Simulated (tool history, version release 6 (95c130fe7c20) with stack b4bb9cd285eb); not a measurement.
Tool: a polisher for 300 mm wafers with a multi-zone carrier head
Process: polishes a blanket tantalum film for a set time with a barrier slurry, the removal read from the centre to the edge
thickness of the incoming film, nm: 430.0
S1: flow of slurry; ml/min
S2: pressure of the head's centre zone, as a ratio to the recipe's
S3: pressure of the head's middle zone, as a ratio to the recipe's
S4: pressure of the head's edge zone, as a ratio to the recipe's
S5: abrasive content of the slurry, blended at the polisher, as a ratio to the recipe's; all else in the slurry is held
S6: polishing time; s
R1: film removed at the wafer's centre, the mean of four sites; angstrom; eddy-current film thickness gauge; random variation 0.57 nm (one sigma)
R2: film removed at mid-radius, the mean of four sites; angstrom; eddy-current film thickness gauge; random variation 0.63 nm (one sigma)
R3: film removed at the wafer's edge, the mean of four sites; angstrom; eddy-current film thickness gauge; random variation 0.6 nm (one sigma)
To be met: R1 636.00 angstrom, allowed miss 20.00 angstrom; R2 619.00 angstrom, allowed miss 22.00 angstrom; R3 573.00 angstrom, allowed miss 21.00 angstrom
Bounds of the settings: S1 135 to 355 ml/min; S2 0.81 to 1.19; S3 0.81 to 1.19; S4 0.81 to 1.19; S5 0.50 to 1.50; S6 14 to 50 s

run,hour,S1,S2,S3,S4,S5,S6,R1,R2,R3
1,0.0,225,1.00,1.00,1.00,1.00,32,686.79,689.40,680.97
2,7.5,220,1.00,1.00,0.97,0.95,32,685.55,684.10,656.71
3,16.2,220,1.00,1.00,1.01,0.95,32,680.34,693.45,690.92
4,17.9,215,0.99,0.99,0.98,0.95,32,679.60,676.28,660.41
5,21.6,215,0.99,1.03,0.98,0.95,32,665.50,701.13,667.49
6,30.3,215,0.99,1.03,0.98,0.95,40,845.41,886.43,831.21
7,36.2,215,0.98,1.01,0.95,0.85,39,787.12,836.07,776.40
8,39.9,210,0.98,0.99,0.93,0.80,38,767.15,773.85,737.24
9,44.9,210,0.98,0.99,0.91,0.75,37,737.18,759.47,710.35
10,48.5,210,0.98,0.98,0.89,0.70,36,706.63,714.26,674.58
11,56.8,205,0.98,0.98,0.88,0.65,35,672.02,671.45,640.13
12,64.2,200,0.98,0.98,0.87,0.60,35,651.78,672.74,627.85

5 next moves are on the table. One of them brings every result within its allowed miss. Which?
A,71.6,270,1.01,0.96,0.84,0.60,32,?,?,?
B,71.6,200,0.97,1.00,0.88,0.70,31,?,?,?
C,71.6,240,1.00,0.87,0.84,0.60,32,?,?,?
D,71.6,185,0.93,0.86,0.96,0.60,34,?,?,?
E,71.6,235,0.96,0.99,0.86,0.50,33,?,?,?

move,R1,R2,R3
A,643.54,630.02,580.11
B,589.91,620.17,573.66
C,626.66,584.01,574.29
D,591.80,592.00,629.68
E,596.61,628.13,575.24
A: meets every target
B: brings the result that was furthest off to its target, and leaves another outside
C: brings the result that was furthest off to its target, and leaves another outside
D: as far off as the last run
E: brings the result that was furthest off to its target, and leaves another outside
Move A is the one to make.
